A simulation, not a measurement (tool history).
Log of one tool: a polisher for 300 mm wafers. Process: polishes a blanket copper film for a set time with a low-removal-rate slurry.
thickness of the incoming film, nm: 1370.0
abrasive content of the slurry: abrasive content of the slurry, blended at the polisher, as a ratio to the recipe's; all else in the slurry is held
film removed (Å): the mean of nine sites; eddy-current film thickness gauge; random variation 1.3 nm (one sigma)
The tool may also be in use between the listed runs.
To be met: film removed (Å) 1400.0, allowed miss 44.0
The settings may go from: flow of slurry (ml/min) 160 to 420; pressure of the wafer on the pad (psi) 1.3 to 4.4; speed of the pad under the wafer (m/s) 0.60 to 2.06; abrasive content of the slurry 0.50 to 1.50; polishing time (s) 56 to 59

run,hour,flow of slurry (ml/min),pressure of the wafer on the pad (psi),speed of the pad under the wafer (m/s),abrasive content of the slurry,polishing time (s),film removed (Å)
1,0.0,270,2.8,1.32,1.00,56,2094.3
2,4.8,270,2.6,1.32,1.00,56,1980.6
3,5.9,270,3.0,1.32,1.00,56,2195.1
4,7.0,270,2.7,1.32,1.00,56,2090.0
5,9.8,270,2.7,1.32,1.00,56,2051.7
6,13.2,270,2.7,1.32,1.00,56,2039.7
7,18.0,270,2.4,1.32,1.00,56,1868.4
8,20.9,270,2.2,1.32,1.00,56,1710.1
9,26.8,270,2.1,1.32,1.00,56,1699.3
10,31.8,270,2.0,1.32,1.00,56,1636.7
11,40.6,270,1.9,1.32,1.00,56,1579.4
12,44.1,270,1.8,1.32,1.00,56,1494.5

4 next moves are on the table. One of them brings every result within its allowed miss. Which?
A,47.6,265,1.6,1.54,1.10,58,?
B,47.6,270,2.0,1.22,1.15,56,?
C,47.6,305,2.4,0.84,1.25,57,?
D,47.6,220,1.7,1.30,1.10,56,?

move,film removed (Å)
A,1671.5
B,1524.7
C,1274.9
D,1402.2
A: further off than the last run
B: further off than the last run
C: takes the result that was furthest off past its target
D: meets every target
The right move is D.

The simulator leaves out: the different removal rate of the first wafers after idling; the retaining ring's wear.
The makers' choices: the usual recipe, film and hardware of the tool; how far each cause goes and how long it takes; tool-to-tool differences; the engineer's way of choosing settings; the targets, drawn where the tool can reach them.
